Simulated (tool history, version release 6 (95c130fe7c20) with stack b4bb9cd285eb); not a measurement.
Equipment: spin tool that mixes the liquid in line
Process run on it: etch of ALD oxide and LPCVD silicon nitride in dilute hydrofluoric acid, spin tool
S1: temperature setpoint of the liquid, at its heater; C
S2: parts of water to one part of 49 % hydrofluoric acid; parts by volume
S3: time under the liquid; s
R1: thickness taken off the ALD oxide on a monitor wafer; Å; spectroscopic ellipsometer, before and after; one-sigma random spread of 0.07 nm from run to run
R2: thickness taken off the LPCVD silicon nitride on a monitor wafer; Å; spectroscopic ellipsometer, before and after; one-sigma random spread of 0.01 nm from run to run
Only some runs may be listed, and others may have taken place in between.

run    day    S1   S2   S3      R1      R2
  1      0    21   85  180   345.8   11.29
  2  0.154    21   85  110  210.75  6.1778
  3  0.217  19.5   85  110  199.37  5.7909
  4  0.529  19.5   85  165  295.42  8.6691
  5  0.733    17   85  165  268.99   7.867
  6  0.921    17   85  165  268.34  7.4031
  7  1.192    17  105  150  194.83  5.1527
  8  1.379    21  135   65  75.149  2.3984

What does the tool deliver on the next run?
  9  1.429  21  130  65   ?   ?

R1: 77.718 Å
R2: 2.5866 Å
